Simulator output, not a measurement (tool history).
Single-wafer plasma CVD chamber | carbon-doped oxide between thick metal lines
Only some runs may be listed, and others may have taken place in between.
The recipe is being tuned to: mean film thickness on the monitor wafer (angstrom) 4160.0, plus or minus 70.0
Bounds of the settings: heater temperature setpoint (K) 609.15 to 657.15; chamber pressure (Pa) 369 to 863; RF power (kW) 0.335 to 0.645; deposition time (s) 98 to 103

run	day	heater temperature setpoint (K)	chamber pressure (Pa)	RF power (kW)	deposition time (s)	mean film thickness on the monitor wafer (angstrom)
1	0.000	633.15	616	0.490	103	5084.0
2	0.046	633.15	616	0.490	98	4833.4
3	0.329	635.15	569	0.475	98	4665.0
4	0.617	639.15	569	0.475	98	4627.7
5	0.779	641.15	529	0.470	98	4539.9
6	0.821	641.15	529	0.515	98	4828.0
# day 1.021: capacitance manometer re-zeroed and calibrated
7	1.021	643.15	497	0.500	98	4621.3
8	1.283	644.15	468	0.490	98	4530.2

Exactly one of the 5 candidate moves below puts every result within its allowed miss. Which one?
A	1.546	652.15	487	0.545	101	?
B	1.546	651.15	432	0.570	99	?
C	1.546	643.15	548	0.530	103	?
D	1.546	644.15	436	0.505	103	?
E	1.546	642.15	369	0.445	98	?

move	mean film thickness on the monitor wafer (angstrom)
A	4948.6
B	4942.3
C	5111.3
D	4831.2
E	4178.2
A: misses by more than the last run did
B: misses by more than the last run did
C: misses by more than the last run did
D: misses by more than the last run did
E: all results land within tolerance of their targets
The right move is E.

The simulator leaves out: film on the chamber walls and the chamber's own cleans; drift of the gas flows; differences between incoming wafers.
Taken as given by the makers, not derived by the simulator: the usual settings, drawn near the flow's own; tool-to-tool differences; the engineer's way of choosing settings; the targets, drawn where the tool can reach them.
